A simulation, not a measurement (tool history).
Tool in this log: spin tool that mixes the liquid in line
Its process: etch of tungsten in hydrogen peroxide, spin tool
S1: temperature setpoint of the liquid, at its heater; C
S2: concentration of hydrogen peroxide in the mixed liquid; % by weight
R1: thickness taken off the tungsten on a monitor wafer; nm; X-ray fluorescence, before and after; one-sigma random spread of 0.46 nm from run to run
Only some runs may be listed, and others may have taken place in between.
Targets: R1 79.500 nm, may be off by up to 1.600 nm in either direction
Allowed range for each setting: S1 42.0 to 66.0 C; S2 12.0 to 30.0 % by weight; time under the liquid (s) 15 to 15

{"run": 1, "hour": 0.0, "S1": 58.0, "S2": 23.0, "time under the liquid (s)": 15, "R1": 45.3}
{"run": 2, "hour": 3.5, "S1": 61.0, "S2": 24.5, "time under the liquid (s)": 15, "R1": 55.703}
{"run": 3, "hour": 11.6, "S1": 62.5, "S2": 25.5, "time under the liquid (s)": 15, "R1": 62.763}
{"run": 4, "hour": 19.5, "S1": 63.5, "S2": 26.0, "time under the liquid (s)": 15, "R1": 67.169}
{"run": 5, "hour": 24.6, "S1": 59.5, "S2": 26.0, "time under the liquid (s)": 15, "R1": 53.831}
{"run": 6, "hour": 27.3, "S1": 59.5, "S2": 26.0, "time under the liquid (s)": 15, "R1": 52.64}
{"run": 7, "hour": 30.4, "S1": 62.0, "S2": 26.5, "time under the liquid (s)": 15, "R1": 61.974}
{"run": 8, "hour": 35.5, "S1": 63.5, "S2": 27.0, "time under the liquid (s)": 15, "R1": 67.611}
{"run": 9, "hour": 40.0, "S1": 64.5, "S2": 27.5, "time under the liquid (s)": 15, "R1": 72.851}
{"run": 10, "hour": 41.7, "S1": 65.0, "S2": 27.5, "time under the liquid (s)": 15, "R1": 74.783}
{"run": 11, "hour": 45.1, "S1": 65.5, "S2": 27.5, "time under the liquid (s)": 15, "R1": 77.085}

Of the 4 settings listed for the next run, only one would bring every result within its allowed miss of target. Which one?
{"run": "A", "hour": 48.5, "S1": 64.0, "S2": 30.0, "time under the liquid (s)": 15, "R1": "?"}
{"run": "B", "hour": 48.5, "S1": 64.5, "S2": 30.0, "time under the liquid (s)": 15, "R1": "?"}
{"run": "C", "hour": 48.5, "S1": 64.5, "S2": 28.5, "time under the liquid (s)": 15, "R1": "?"}
{"run": "D", "hour": 48.5, "S1": 66.0, "S2": 27.5, "time under the liquid (s)": 15, "R1": "?"}

move=A R1=74.015
move=B R1=76.119
move=C R1=74.192
move=D R1=79.233
A: moves away from the targets compared with the last run
B: moves away from the targets compared with the last run
C: moves away from the targets compared with the last run
D: all results land within tolerance of their targets
Correct choice: D, which meets every target
